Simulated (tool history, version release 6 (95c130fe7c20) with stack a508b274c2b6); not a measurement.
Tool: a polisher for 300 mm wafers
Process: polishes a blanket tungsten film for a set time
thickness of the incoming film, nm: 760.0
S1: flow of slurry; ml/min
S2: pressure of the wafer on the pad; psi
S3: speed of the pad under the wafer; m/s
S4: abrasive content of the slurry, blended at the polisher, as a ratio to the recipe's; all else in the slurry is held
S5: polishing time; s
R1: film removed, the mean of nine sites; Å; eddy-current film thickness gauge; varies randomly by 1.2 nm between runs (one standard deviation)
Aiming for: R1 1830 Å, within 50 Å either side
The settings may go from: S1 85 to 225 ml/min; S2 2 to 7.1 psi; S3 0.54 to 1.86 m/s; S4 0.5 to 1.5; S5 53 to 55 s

run	hour	S1	S2	S3	S4	S5	R1
1	0	145	4.5	1.18	1	53	3042.3
2	5.8	140	4	1.18	1	53	2760.7
3	10.1	140	4	1.18	0.85	53	2570.4
4	14.8	135	3.7	1.18	0.85	53	2382.9
5	18.4	170	3.7	1.18	0.85	53	2462.4
6	23.3	165	3.4	1.18	0.85	53	2237.3
7	29.9	165	3.2	1.18	0.85	53	2097.5
8	30.6	165	3.1	1.18	0.85	53	2062.2
9	32	165	3	1.18	0.85	53	1963.6
10	33	160	2.9	1.18	0.85	53	1919.4

5 next moves are on the table. One of them brings every result within its allowed miss. Which?
A	34	160	3	1.28	0.75	53	?
B	34	165	3.6	0.96	0.9	53	?
C	34	175	3.9	0.8	0.95	55	?
D	34	160	2.7	1.2	0.85	53	?
E	34	165	4	0.8	1.2	53	?

move	R1
A	2037.1
B	2009.9
C	1968.9
D	1821.7
E	2090.7
A: the biggest miss grows against the last run
B: the biggest miss grows against the last run
C: the biggest miss grows against the last run
D: every result within its allowed miss
E: the biggest miss grows against the last run
Answer: D
